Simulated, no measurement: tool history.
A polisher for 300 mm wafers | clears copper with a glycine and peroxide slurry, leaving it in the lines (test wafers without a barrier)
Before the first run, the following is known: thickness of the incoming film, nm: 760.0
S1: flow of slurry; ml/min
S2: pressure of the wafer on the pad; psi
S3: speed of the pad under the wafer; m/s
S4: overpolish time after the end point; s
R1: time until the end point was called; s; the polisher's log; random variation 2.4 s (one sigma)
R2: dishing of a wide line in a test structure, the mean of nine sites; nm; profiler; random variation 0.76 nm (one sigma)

run	hour	S1	S2	S3	S4	R1	R2
1	0.0	240	2.2	1.26	24	132.97	62.315
2	6.1	240	2.2	1.26	34	133.27	76.633
3	12.1	240	2.2	1.02	34	148.40	74.155
4	12.9	240	2.1	1.12	31	142.09	69.460
5	19.9	240	2.1	1.12	37	151.89	77.363
6	24.2	270	2.1	1.12	37	140.32	78.992
7	30.0	280	2.0	1.16	34	143.53	73.891
8	34.0	210	2.6	1.10	23	128.05	64.122
9	36.5	220	2.4	1.18	21	130.45	60.456
10	40.2	230	2.3	1.26	20	128.73	57.328
11	44.6	235	2.2	1.32	19	126.41	54.841
12	53.0	235	2.1	1.34	18	130.79	52.758
13	56.1	235	2.0	1.38	17	136.37	50.703

For run 14, what comes out?
14	57.5	245	1.9	1.42	16	?	?

{"run 14": {"R1": 138.24, "R2": 46.985}}

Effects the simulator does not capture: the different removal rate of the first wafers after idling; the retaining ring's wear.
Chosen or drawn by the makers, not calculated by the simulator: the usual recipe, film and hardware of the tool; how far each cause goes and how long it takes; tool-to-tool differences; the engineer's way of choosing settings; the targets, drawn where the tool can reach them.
